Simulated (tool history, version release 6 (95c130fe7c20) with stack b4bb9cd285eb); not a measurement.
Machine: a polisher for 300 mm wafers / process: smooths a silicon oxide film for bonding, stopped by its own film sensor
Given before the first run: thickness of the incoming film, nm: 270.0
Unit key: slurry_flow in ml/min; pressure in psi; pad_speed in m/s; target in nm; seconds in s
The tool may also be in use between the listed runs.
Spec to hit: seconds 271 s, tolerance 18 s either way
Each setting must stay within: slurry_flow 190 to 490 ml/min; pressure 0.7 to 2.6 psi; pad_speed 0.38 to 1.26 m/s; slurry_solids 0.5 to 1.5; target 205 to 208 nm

| run | hour | slurry_flow | pressure | pad_speed | slurry_solids | target | seconds |
|---|---|---|---|---|---|---|---|
| 1 | 0 | 315 | 1.6 | 0.82 | 1 | 208 | 165.92 |
| 2 | 5 | 315 | 1.6 | 0.82 | 1 | 205 | 176.64 |
| 3 | 8 | 315 | 1.4 | 0.8 | 1 | 205 | 189.62 |
| 4 | 10.9 | 315 | 1.2 | 0.74 | 1 | 205 | 221.39 |
| 5 | 14.6 | 315 | 1.1 | 0.72 | 1 | 205 | 237.44 |
| 6 | 21.1 | 315 | 1.1 | 0.72 | 1 | 208 | 219.99 |
| 7 | 26.4 | 315 | 1.1 | 0.72 | 1 | 208 | 222.31 |
| 8 | 34.9 | 315 | 1 | 0.7 | 1 | 208 | 240.34 |

Which single option among these 4 for the next run brings every result within its allowed miss of target? Just one does.
| A | 43.4 | 345 | 1 | 0.7 | 1.15 | 208 | ? |
| B | 43.4 | 240 | 1 | 0.78 | 1.05 | 208 | ? |
| C | 43.4 | 355 | 0.8 | 0.64 | 1.1 | 207 | ? |
| D | 43.4 | 385 | 1.1 | 0.66 | 1 | 207 | ? |

| move | seconds |
|---|---|
| A | 216.57 |
| B | 218.09 |
| C | 264.17 |
| D | 223.82 |
A: lands further from the targets than the last run did
B: lands further from the targets than the last run did
C: each result inside its tolerance
D: lands further from the targets than the last run did
Correct choice: C, which meets every target
